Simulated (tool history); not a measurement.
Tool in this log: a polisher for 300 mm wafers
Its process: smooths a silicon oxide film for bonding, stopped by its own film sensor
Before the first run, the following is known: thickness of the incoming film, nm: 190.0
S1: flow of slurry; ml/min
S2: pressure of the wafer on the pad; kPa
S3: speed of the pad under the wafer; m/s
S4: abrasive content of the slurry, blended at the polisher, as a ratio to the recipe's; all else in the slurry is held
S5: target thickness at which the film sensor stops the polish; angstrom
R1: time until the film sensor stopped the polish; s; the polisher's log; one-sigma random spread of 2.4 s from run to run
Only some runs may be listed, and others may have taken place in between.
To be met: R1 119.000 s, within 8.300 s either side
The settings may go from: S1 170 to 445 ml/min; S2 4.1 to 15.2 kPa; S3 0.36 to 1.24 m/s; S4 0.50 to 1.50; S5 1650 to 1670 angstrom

Run 1, hour 0.0: S1 285 ml/min, S2 9.7 kPa, S3 0.80 m/s, S4 1.00, S5 1650 angstrom. Result: R1 47.120 s.
Run 2, hour 4.9: S1 285 ml/min, S2 9.0 kPa, S3 0.74 m/s, S4 1.00, S5 1650 angstrom. Result: R1 54.057 s.
Run 3, hour 9.5: S1 285 ml/min, S2 9.0 kPa, S3 0.60 m/s, S4 1.00, S5 1650 angstrom. Result: R1 66.501 s.
Run 4, hour 11.3: S1 285 ml/min, S2 8.3 kPa, S3 0.60 m/s, S4 1.00, S5 1650 angstrom. Result: R1 71.676 s.
Run 5, hour 19.6: S1 285 ml/min, S2 8.3 kPa, S3 0.44 m/s, S4 1.00, S5 1650 angstrom. Result: R1 89.957 s.
Run 6, hour 26.3: S1 345 ml/min, S2 8.3 kPa, S3 0.44 m/s, S4 1.00, S5 1650 angstrom. Result: R1 88.813 s.
Run 7, hour 29.4: S1 345 ml/min, S2 7.6 kPa, S3 0.44 m/s, S4 1.00, S5 1650 angstrom. Result: R1 96.397 s.
Run 8, hour 30.4: S1 345 ml/min, S2 6.9 kPa, S3 0.42 m/s, S4 1.00, S5 1650 angstrom. Result: R1 105.810 s.
Run 9, hour 34.8: S1 345 ml/min, S2 6.9 kPa, S3 0.42 m/s, S4 1.00, S5 1650 angstrom. Result: R1 111.120 s.
Run 10, hour 41.0: S1 345 ml/min, S2 6.9 kPa, S3 0.42 m/s, S4 1.00, S5 1650 angstrom. Result: R1 108.980 s.
Run 11, hour 47.7: S1 345 ml/min, S2 6.9 kPa, S3 0.42 m/s, S4 1.00, S5 1650 angstrom. Result: R1 112.360 s.

Next run, 5 choices. One meets every target within its allowed miss, the rest don't. Which?
Run A, hour 54.4: S1 365 ml/min, S2 6.2 kPa, S3 0.54 m/s, S4 0.90, S5 1670 angstrom. Result: R1 ?.
Run B, hour 54.4: S1 445 ml/min, S2 6.9 kPa, S3 0.50 m/s, S4 0.90, S5 1650 angstrom. Result: R1 ?.
Run C, hour 54.4: S1 335 ml/min, S2 6.9 kPa, S3 0.42 m/s, S4 1.15, S5 1650 angstrom. Result: R1 ?.
Run D, hour 54.4: S1 345 ml/min, S2 6.2 kPa, S3 0.42 m/s, S4 0.95, S5 1660 angstrom. Result: R1 ?.
Run E, hour 54.4: S1 355 ml/min, S2 6.9 kPa, S3 0.44 m/s, S4 1.05, S5 1670 angstrom. Result: R1 ?.

move       R1
   A   96.667
   B   99.814
   C   99.529
   D  118.970
   E   92.735
A: moves away from the targets compared with the last run
B: moves away from the targets compared with the last run
C: moves away from the targets compared with the last run
D: hits every target within its allowed miss
E: moves away from the targets compared with the last run
So the answer is move D, the one that meets all the targets.
